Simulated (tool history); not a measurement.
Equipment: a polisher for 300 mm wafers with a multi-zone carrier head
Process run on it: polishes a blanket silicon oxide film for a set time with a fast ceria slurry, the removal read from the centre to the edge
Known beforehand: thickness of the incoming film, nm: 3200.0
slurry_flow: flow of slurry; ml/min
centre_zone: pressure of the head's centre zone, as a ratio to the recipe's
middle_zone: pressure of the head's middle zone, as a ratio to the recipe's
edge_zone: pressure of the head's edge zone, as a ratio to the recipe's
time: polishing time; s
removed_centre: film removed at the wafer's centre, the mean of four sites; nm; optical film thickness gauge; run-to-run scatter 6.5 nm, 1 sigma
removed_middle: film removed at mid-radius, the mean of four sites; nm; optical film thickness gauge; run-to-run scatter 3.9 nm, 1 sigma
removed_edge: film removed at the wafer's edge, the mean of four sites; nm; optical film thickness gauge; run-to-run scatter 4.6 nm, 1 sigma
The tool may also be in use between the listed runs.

run	day	slurry_flow	centre_zone	middle_zone	edge_zone	time	removed_centre	removed_middle	removed_edge
1	0.000	280	1.00	1.00	1.00	68	893.47	882.89	846.11
2	0.354	280	1.00	1.00	1.00	53	701.60	681.82	671.14
3	0.388	270	1.00	0.95	0.97	50	658.95	614.52	629.95
4	0.625	265	1.00	0.91	0.94	48	630.08	569.40	589.90
5	0.775	255	1.00	0.88	0.93	47	613.60	534.03	570.61
6	1.038	255	1.08	0.88	0.93	47	661.66	531.25	573.73
7	1.308	245	1.06	0.86	0.92	46	638.47	511.34	559.92
8	1.467	240	1.04	0.85	0.91	46	605.53	499.77	547.59
9	1.567	225	1.04	0.84	0.91	46	610.56	499.01	552.73
10	1.688	225	1.03	0.83	0.90	46	614.17	483.63	544.43

What will run 11 give?
11	2.012	220	1.01	0.83	0.90	46	?	?	?

{"run 11": {"removed_centre": 596.67, "removed_middle": 492.24, "removed_edge": 544.57}}
